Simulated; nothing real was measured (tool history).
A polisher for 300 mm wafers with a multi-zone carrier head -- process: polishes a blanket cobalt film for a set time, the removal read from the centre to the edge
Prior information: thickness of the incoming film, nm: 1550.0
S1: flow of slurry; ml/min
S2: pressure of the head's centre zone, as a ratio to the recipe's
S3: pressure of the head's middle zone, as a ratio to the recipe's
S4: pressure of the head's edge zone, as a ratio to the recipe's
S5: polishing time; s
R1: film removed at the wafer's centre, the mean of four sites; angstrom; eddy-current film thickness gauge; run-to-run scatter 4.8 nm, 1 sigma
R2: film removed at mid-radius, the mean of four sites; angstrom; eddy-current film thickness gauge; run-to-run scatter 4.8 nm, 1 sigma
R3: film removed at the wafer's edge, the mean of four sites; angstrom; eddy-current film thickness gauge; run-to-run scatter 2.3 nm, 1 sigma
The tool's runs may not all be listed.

run    day   S1    S2    S3    S4  S5      R1      R2      R3
  1      0  235     1     1     1  66  2536.2  2570.4  2561.1
  2  0.138  245  1.03  1.02  1.02  68  2642.8  2755.2  2720.6
  3    0.2  250  1.06  1.02  1.01  70  2843.3  2815.2  2774.7
  4  0.538  255  1.08  1.03  1.02  72  3013.5  2804.2    2884
  5  0.738  260  1.09  1.06  1.02  74  3087.8  3057.8  2953.7
  6  1.021  265  1.11  1.07  1.03  75  3203.1  3135.8  2977.2

Run 7, settings as shown, results not yet in. Your forecast:
  7  1.117  270  1.12  1.07  1.05  76   ?   ?   ?

Run 7 yielded R1 3292.6 angstrom, R2 3118.4 angstrom, R3 3061.6 angstrom.
